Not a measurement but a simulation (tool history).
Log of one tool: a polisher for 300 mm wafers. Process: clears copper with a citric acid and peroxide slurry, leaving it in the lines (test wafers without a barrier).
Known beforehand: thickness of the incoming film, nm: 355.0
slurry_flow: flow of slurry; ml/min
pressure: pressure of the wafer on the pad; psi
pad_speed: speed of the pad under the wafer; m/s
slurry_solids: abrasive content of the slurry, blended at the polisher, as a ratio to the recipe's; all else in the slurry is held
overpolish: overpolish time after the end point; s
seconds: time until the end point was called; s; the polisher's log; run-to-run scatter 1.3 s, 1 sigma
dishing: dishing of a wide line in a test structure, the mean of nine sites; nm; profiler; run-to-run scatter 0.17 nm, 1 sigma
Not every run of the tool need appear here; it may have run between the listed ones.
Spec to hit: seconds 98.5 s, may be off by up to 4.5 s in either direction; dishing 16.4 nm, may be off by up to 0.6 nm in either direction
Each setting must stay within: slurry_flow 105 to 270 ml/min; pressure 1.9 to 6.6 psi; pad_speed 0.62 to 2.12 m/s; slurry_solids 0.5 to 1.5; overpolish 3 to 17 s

run  hour  slurry_flow  pressure  pad_speed  slurry_solids  overpolish  seconds  dishing
  1     0          175       4.2       1.36              1           9   79.281   23.563
  2   1.3          175       4.2       1.36           0.85           9    80.97   22.837
  3   7.9          175       3.2       1.36           0.85           9   104.32   18.836
  4    17          175       3.2       1.36           0.85           6    105.1   13.679
  5  25.4          175       3.3       1.36           0.85           6    100.8   14.111
  6  30.2          175       3.3       1.36            0.7           6   106.07   13.403
  7  37.7          175       3.3       1.36            0.7           6   105.79   13.649
  8    45          175       3.4       1.36            0.7           6   101.67   13.714
  9    53          175       3.4       1.36            0.7           6   102.76   13.596
 10  53.9          175       3.4       1.36           0.75           6   101.26   13.961

4 next moves are on the table. One of them brings every result within its allowed miss. Which?
  A  54.8          180       3.3       1.36            0.9           8        ?        ?
  B  54.8          175       3.4       1.36           0.55           8        ?        ?
  C  54.8          195       3.1       1.48            0.9           7        ?        ?
  D  54.8          165       2.4       1.92            0.9           8        ?        ?

move  seconds  dishing
   A   98.644   17.592
   B   110.07   16.169
   C   95.867   16.196
   D   99.171   17.374
A: moves the result that the last run missed by most past its target, out the other side
B: the furthest-off result lands on target, but another misses its tolerance
C: in spec on every target
D: moves the result that the last run missed by most past its target, out the other side
The move that meets every target is C.

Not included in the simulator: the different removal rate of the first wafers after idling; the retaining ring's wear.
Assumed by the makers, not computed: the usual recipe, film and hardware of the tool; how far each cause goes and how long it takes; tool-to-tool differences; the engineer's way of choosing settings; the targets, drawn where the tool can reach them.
